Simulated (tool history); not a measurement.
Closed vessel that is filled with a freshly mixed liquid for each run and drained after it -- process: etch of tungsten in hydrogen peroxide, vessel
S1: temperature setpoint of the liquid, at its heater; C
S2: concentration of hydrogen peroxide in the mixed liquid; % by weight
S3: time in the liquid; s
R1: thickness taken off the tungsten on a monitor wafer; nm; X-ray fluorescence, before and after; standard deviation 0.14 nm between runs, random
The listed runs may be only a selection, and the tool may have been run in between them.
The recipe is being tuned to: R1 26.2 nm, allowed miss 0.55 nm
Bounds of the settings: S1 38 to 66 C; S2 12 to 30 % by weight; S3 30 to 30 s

Run 1, hour 0: S1 54 C, S2 20.5 % by weight, S3 30 s. Result: R1 47.785 nm.
Run 2, hour 9.1: S1 54 C, S2 20.5 % by weight, S3 30 s. Result: R1 47.479 nm.
Run 3, hour 14.3: S1 57.5 C, S2 20.5 % by weight, S3 30 s. Result: R1 58.739 nm.
Run 4, hour 23.2: S1 54 C, S2 20.5 % by weight, S3 30 s. Result: R1 47.708 nm.
Run 5, hour 28.8: S1 54 C, S2 20.5 % by weight, S3 30 s. Result: R1 47.53 nm.
Run 6, hour 33.8: S1 51.5 C, S2 20.5 % by weight, S3 30 s. Result: R1 41.27 nm.
Run 7, hour 37.6: S1 49.5 C, S2 20.5 % by weight, S3 30 s. Result: R1 36.183 nm.
Run 8, hour 45.6: S1 48 C, S2 20.5 % by weight, S3 30 s. Result: R1 33.475 nm.
Run 9, hour 54: S1 47 C, S2 20.5 % by weight, S3 30 s. Result: R1 31.149 nm.
Run 10, hour 63.1: S1 46.5 C, S2 20.5 % by weight, S3 30 s. Result: R1 30.331 nm.
Run 11, hour 64.7: S1 46 C, S2 20.5 % by weight, S3 30 s. Result: R1 29.333 nm.
Run 12, hour 67.5: S1 45.5 C, S2 20.5 % by weight, S3 30 s. Result: R1 28.14 nm.
Run 13, hour 74.3: S1 45 C, S2 20.5 % by weight, S3 30 s. Result: R1 27.582 nm.

4 next moves are on the table. One of them brings every result within its allowed miss. Which?
Run A, hour 81.1: S1 46 C, S2 18.5 % by weight, S3 30 s. Result: R1 ?.
Run B, hour 81.1: S1 43 C, S2 24 % by weight, S3 30 s. Result: R1 ?.
Run C, hour 81.1: S1 45 C, S2 21.5 % by weight, S3 30 s. Result: R1 ?.
Run D, hour 81.1: S1 43.5 C, S2 20.5 % by weight, S3 30 s. Result: R1 ?.

move      R1
   A  28.068
   B  26.443
   C  28.415
   D  25.231
A: lands further from the targets than the last run did
B: meets every target
C: lands further from the targets than the last run did
D: carries the result that was furthest off beyond its target, to the other side
Move B is the one to make.
